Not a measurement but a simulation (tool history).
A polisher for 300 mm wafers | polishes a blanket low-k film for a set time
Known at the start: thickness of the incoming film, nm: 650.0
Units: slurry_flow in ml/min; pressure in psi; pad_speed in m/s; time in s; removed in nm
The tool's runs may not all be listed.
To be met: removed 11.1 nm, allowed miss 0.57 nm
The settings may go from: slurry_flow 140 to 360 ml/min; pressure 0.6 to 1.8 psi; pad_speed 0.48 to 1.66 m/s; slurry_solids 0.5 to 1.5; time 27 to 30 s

Run 1, day 0: slurry_flow 230 ml/min, pressure 1.2 psi, pad_speed 1.06 m/s, slurry_solids 1, time 30 s. Result: removed 6.8708 nm.
Run 2, day 0.196: slurry_flow 230 ml/min, pressure 1.3 psi, pad_speed 1.06 m/s, slurry_solids 1, time 30 s. Result: removed 7.0824 nm.
Run 3, day 0.371: slurry_flow 230 ml/min, pressure 1.3 psi, pad_speed 1.06 m/s, slurry_solids 0.9, time 30 s. Result: removed 7.1095 nm.
Run 4, day 0.554: slurry_flow 230 ml/min, pressure 1.3 psi, pad_speed 1.06 m/s, slurry_solids 1, time 30 s. Result: removed 7.1937 nm.
Run 5, day 0.788: slurry_flow 230 ml/min, pressure 1.4 psi, pad_speed 1.08 m/s, slurry_solids 1, time 30 s. Result: removed 7.7394 nm.
Run 6, day 1.133: slurry_flow 230 ml/min, pressure 1.4 psi, pad_speed 1.1 m/s, slurry_solids 1, time 30 s. Result: removed 7.9056 nm.
Run 7, day 1.283: slurry_flow 230 ml/min, pressure 1.4 psi, pad_speed 1.12 m/s, slurry_solids 1, time 30 s. Result: removed 7.9966 nm.
Run 8, day 1.529: slurry_flow 230 ml/min, pressure 1.4 psi, pad_speed 1.14 m/s, slurry_solids 1, time 30 s. Result: removed 7.957 nm.
Run 9, day 1.775: slurry_flow 230 ml/min, pressure 1.7 psi, pad_speed 1.2 m/s, slurry_solids 1, time 30 s. Result: removed 9.6404 nm.
Run 10, day 1.854: slurry_flow 230 ml/min, pressure 1.7 psi, pad_speed 1.2 m/s, slurry_solids 1, time 30 s. Result: removed 9.7372 nm.
Run 11, day 2.017: slurry_flow 230 ml/min, pressure 1.7 psi, pad_speed 1.22 m/s, slurry_solids 1, time 30 s. Result: removed 9.9302 nm.
Run 12, day 2.171: slurry_flow 230 ml/min, pressure 1.7 psi, pad_speed 1.24 m/s, slurry_solids 1, time 30 s. Result: removed 10.201 nm.

5 next moves are on the table. One of them brings every result within its allowed miss. Which?
Run A, day 2.325: slurry_flow 225 ml/min, pressure 1.7 psi, pad_speed 1.36 m/s, slurry_solids 1.05, time 30 s. Result: removed ?.
Run B, day 2.325: slurry_flow 210 ml/min, pressure 1.5 psi, pad_speed 1.3 m/s, slurry_solids 1.05, time 30 s. Result: removed ?.
Run C, day 2.325: slurry_flow 285 ml/min, pressure 1.7 psi, pad_speed 1.2 m/s, slurry_solids 0.9, time 27 s. Result: removed ?.
Run D, day 2.325: slurry_flow 210 ml/min, pressure 1.5 psi, pad_speed 1.32 m/s, slurry_solids 1.45, time 27 s. Result: removed ?.
Run E, day 2.325: slurry_flow 225 ml/min, pressure 1.6 psi, pad_speed 1.5 m/s, slurry_solids 0.9, time 27 s. Result: removed ?.

move  removed
   A   11.173
   B   9.6541
   C   8.9422
   D   9.6865
   E   9.8145
A: meets every target
B: further off than the last run
C: further off than the last run
D: further off than the last run
E: further off than the last run
Move A is the one to make.

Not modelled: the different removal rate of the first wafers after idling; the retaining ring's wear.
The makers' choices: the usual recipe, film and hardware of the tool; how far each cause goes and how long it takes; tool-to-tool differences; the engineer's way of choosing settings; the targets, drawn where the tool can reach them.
